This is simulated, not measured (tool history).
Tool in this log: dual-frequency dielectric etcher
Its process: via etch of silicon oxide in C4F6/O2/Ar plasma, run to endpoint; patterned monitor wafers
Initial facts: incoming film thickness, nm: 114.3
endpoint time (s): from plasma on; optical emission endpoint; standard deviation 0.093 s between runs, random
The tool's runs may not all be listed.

Run 1, hour 0: bias power (kW) 0.553, source power (kW) 0.44, Ar flow (sccm) 407. Result: endpoint time (s) 23.735.
Run 2, hour 6.9: bias power (kW) 0.553, source power (kW) 0.44, Ar flow (sccm) 479. Result: endpoint time (s) 24.037.
Run 3, hour 9.3: bias power (kW) 0.588, source power (kW) 0.44, Ar flow (sccm) 478. Result: endpoint time (s) 23.798.
Run 4, hour 16.8: bias power (kW) 0.588, source power (kW) 0.44, Ar flow (sccm) 443. Result: endpoint time (s) 23.374.
Run 5, hour 24.2: bias power (kW) 0.617, source power (kW) 0.44, Ar flow (sccm) 442. Result: endpoint time (s) 23.022.
Run 6, hour 29.4: bias power (kW) 0.643, source power (kW) 0.44, Ar flow (sccm) 441. Result: endpoint time (s) 22.747.
Run 7, hour 31.6: bias power (kW) 0.665, source power (kW) 0.44, Ar flow (sccm) 440. Result: endpoint time (s) 22.589.

What will run 8 give?
Run 8, hour 38.8: bias power (kW) 0.683, source power (kW) 0.45, Ar flow (sccm) 439. Result: endpoint time (s) ?.

Run 8 came out at endpoint time (s) 22.018.

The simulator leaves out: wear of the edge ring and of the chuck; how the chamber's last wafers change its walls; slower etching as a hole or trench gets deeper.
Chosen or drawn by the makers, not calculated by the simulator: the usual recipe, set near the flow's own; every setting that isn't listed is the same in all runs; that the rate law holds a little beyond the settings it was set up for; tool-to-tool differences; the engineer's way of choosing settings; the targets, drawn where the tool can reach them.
